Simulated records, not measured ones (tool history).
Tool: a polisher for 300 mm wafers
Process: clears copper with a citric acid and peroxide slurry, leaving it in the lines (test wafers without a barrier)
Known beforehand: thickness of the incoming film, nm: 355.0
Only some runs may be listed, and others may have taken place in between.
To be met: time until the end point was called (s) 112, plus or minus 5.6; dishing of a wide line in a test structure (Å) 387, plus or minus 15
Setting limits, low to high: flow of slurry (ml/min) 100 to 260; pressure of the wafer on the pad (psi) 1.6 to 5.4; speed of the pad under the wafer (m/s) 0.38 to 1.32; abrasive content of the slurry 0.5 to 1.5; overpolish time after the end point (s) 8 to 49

run   hour  flow of slurry (ml/min)  pressure of the wafer on the pad (psi)  speed of the pad under the wafer (m/s)  abrasive content of the slurry  overpolish time after the end point (s)  time until the end point was called (s)  dishing of a wide line in a test structure (Å)
  1      0                      165                                     3.5                                    0.84                               1                                       25                                   183.94                                          242.03
  2    5.4                      165                                     3.1                                    0.84                               1                                       25                                   212.84                                          222.83
  3   10.7                      145                                     3.1                                    0.84                               1                                       25                                   216.35                                          221.59
  4     14                      145                                     3.4                                    0.84                               1                                       26                                   194.42                                          237.66
  5   21.8                      145                                     3.4                                    0.68                               1                                       26                                   232.94                                          211.77
  6   27.1                      145                                     3.4                                    0.68                             1.2                                       26                                   221.78                                          220.34
  7   30.4                      145                                     3.7                                    0.68                             1.2                                       27                                   194.19                                          242.44
  8   36.5                      145                                     3.9                                    0.68                             1.2                                       28                                   189.77                                          264.02
  9   39.4                      150                                     4.1                                    0.68                             1.2                                       28                                   178.77                                          271.58
 10     42                      150                                     4.3                                     0.7                             1.2                                       28                                   170.26                                           287.3
 11   49.2                      150                                     4.5                                    0.72                             1.2                                       28                                   156.84                                          295.26
 12   53.7                      155                                     4.6                                    0.74                             1.2                                       28                                   152.77                                          305.25
 13     62                      155                                     4.7                                    0.76                             1.2                                       28                                   140.82                                          310.29
 14     70                      155                                     4.8                                    0.76                             1.2                                       28                                   140.23                                          317.83
 15   71.3                      155                                     4.9                                    0.78                             1.2                                       28                                   134.15                                          324.21
 16   74.3                      155                                       5                                    0.78                             1.2                                       28                                   137.02                                          331.28
 17   78.2                      160                                     5.1                                     0.8                             1.2                                       28                                   124.96                                          340.46
 18   79.8                      160                                     5.1                                     0.8                             1.2                                       28                                   129.18                                          338.09
 19   83.9                      160                                     5.1                                    0.82                             1.2                                       28                                   126.92                                          347.97
 20   92.5                      160                                     5.1                                    0.84                             1.2                                       28                                   123.94                                          352.83
 21  100.8                      160                                     5.1                                    0.84                             1.2                                       28                                   123.09                                          341.86
 22  104.3                      160                                     5.1                                    0.84                             1.2                                       28                                   119.83                                          340.47
 23  109.1                      160                                     5.3                                    0.84                             1.2                                       30                                   118.91                                          375.07

Which one of the following 5 next-run settings gets every result inside its allowed miss? There is exactly one.
  A  113.9                      175                                     4.8                                    0.86                             1.1                                       35                                        ?                                               ?
  B  113.9                      170                                     5.4                                       1                            1.25                                       35                                        ?                                               ?
  C  113.9                      185                                     5.4                                    0.94                             1.4                                       33                                        ?                                               ?
  D  113.9                      175                                     4.6                                    0.98                            1.35                                       33                                        ?                                               ?
  E  113.9                      195                                     5.2                                    0.88                             1.2                                       40                                        ?                                               ?

move  time until the end point was called (s)  dishing of a wide line in a test structure (Å)
   A                                   131.94                                          383.92
   B                                   101.51                                          433.69
   C                                   100.74                                          424.98
   D                                   117.02                                          394.09
   E                                   113.72                                          436.34
A: further off than the last run
B: moves the result that the last run missed by most past its target, out the other side
C: moves the result that the last run missed by most past its target, out the other side
D: every result within its allowed miss
E: gets the furthest-off result to its target, but another result is out of tolerance
Move D is the one to make.
